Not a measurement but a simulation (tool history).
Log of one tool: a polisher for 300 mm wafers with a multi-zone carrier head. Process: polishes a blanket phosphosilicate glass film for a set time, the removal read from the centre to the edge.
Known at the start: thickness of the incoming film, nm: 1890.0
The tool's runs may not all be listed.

run  hour  flow of slurry (ml/min)  pressure of the head's centre zone  pressure of the head's middle zone  pressure of the head's edge zone  abrasive content of the slurry  polishing time (s)  film removed at the wafer's centre (Å)  film removed at mid-radius (Å)  film removed at the wafer's edge (Å)
  1   0.0                      220                                1.00                                1.00                              1.00                            1.00                  64                                  6495.0                          5966.5                                5944.1
  2   1.4                      215                                0.96                                0.97                              0.97                            0.85                  63                                  5694.8                          5302.0                                5347.2
  3   4.7                      215                                0.96                                0.97                              0.97                            0.85                  73                                  6678.4                          6268.5                                6262.8
  4   8.6                      215                                0.96                                0.97                              0.97                            0.80                  73                                  6428.8                          5984.1                                6217.8
  5  12.3                      215                                0.96                                0.97                              0.89                            0.80                  73                                  6461.0                          6184.4                                5819.9
     17.5  -- centre zone pressure recalibrated
  6  17.5                      260                                0.96                                0.97                              0.89                            0.80                  73                                  6154.7                          6026.8                                5928.7
  7  24.4                      250                                0.93                                0.94                              0.88                            0.70                  70                                  5425.2                          5474.9                                5410.9
  8  31.2                      240                                0.93                                0.92                              0.88                            0.65                  67                                  5124.2                          5020.5                                4937.0
  9  39.6                      240                                0.92                                0.90                              0.88                            0.60                  65                                  4731.8                          4597.2                                4759.4
 10  44.8                      235                                0.91                                0.89                              0.86                            0.55                  64                                  4364.1                          4340.3                                4354.2
 11  47.8                      210                                0.90                                0.84                              0.87                            0.55                  64                                  4362.8                          4068.7                                4471.6

The next listed run, before its measurement:
 12  52.4                      210                                0.90                                0.85                              0.86                            0.55                  64                                       ?                               ?                                     ?

film removed at the wafer's centre (Å): 4326.7
film removed at mid-radius (Å): 4159.8
film removed at the wafer's edge (Å): 4431.2
